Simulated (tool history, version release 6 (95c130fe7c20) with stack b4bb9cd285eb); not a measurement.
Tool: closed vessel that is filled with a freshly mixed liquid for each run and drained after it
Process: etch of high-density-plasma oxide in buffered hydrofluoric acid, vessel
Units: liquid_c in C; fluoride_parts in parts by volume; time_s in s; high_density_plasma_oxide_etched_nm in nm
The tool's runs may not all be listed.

| run | day | liquid_c | fluoride_parts | time_s | high_density_plasma_oxide_etched_nm |
|---|---|---|---|---|---|
| 1 | 0 | 23 | 12.5 | 30 | 29.951 |
| 2 | 0.179 | 25.5 | 12.5 | 30 | 33.671 |
| 3 | 0.321 | 25.5 | 14.5 | 30 | 29.134 |
| 4 | 0.517 | 25.5 | 16.5 | 30 | 26.373 |
| 5 | 0.633 | 25.5 | 16.5 | 30 | 25.839 |
| 6 | 0.725 | 25.5 | 20 | 30 | 21.349 |
| 7 | 1.104 | 26 | 18 | 30 | 24.377 |
| 8 | 1.417 | 30 | 14 | 30 | 38.194 |

Forecast run 9:
| 9 | 1.575 | 30 | 13 | 30 | ? |

Run 9 gave high_density_plasma_oxide_etched_nm 41.5 nm.

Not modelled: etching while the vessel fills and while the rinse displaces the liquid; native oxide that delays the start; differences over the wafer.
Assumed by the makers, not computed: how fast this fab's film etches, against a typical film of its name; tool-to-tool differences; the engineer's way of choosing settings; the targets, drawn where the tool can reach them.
